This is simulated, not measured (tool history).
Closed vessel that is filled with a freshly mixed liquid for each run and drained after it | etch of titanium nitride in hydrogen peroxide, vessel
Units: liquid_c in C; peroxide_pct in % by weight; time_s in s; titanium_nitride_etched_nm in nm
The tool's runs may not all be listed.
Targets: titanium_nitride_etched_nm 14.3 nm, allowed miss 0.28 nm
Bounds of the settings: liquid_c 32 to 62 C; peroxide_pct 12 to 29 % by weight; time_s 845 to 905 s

Run 1, day 0: liquid_c 46 C, peroxide_pct 19.5 % by weight, time_s 845 s. Result: titanium_nitride_etched_nm 16.146 nm.
Run 2, day 0.192: liquid_c 46 C, peroxide_pct 16 % by weight, time_s 845 s. Result: titanium_nitride_etched_nm 15.488 nm.
Run 3, day 0.288: liquid_c 46 C, peroxide_pct 17.5 % by weight, time_s 845 s. Result: titanium_nitride_etched_nm 15.773 nm.
Run 4, day 0.529: liquid_c 46 C, peroxide_pct 16 % by weight, time_s 845 s. Result: titanium_nitride_etched_nm 15.51 nm.
Run 5, day 0.758: liquid_c 45.5 C, peroxide_pct 16 % by weight, time_s 845 s. Result: titanium_nitride_etched_nm 14.924 nm.
Run 6, day 0.875: liquid_c 38.5 C, peroxide_pct 16 % by weight, time_s 845 s. Result: titanium_nitride_etched_nm 8.771 nm.
Run 7, day 1.154: liquid_c 40 C, peroxide_pct 16 % by weight, time_s 845 s. Result: titanium_nitride_etched_nm 9.8197 nm.
Run 8, day 1.421: liquid_c 41 C, peroxide_pct 16 % by weight, time_s 845 s. Result: titanium_nitride_etched_nm 10.605 nm.
At day 1.542: peroxide flow meter replaced.
Run 9, day 1.542: liquid_c 42 C, peroxide_pct 16 % by weight, time_s 845 s. Result: titanium_nitride_etched_nm 11.733 nm.
Run 10, day 1.675: liquid_c 45 C, peroxide_pct 16 % by weight, time_s 845 s. Result: titanium_nitride_etched_nm 14.737 nm.

4 next moves are on the table. One of them brings every result within its allowed miss. Which?
Run A, day 1.808: liquid_c 45 C, peroxide_pct 12 % by weight, time_s 905 s. Result: titanium_nitride_etched_nm ?.
Run B, day 1.808: liquid_c 45.5 C, peroxide_pct 15.5 % by weight, time_s 845 s. Result: titanium_nitride_etched_nm ?.
Run C, day 1.808: liquid_c 44.5 C, peroxide_pct 15 % by weight, time_s 905 s. Result: titanium_nitride_etched_nm ?.
Run D, day 1.808: liquid_c 44 C, peroxide_pct 14.5 % by weight, time_s 905 s. Result: titanium_nitride_etched_nm ?.

move  titanium_nitride_etched_nm
   A                      14.727
   B                      15.058
   C                      14.866
   D                      14.218
A: as far off as the last run
B: further off than the last run
C: further off than the last run
D: meets every target
The right move is D.

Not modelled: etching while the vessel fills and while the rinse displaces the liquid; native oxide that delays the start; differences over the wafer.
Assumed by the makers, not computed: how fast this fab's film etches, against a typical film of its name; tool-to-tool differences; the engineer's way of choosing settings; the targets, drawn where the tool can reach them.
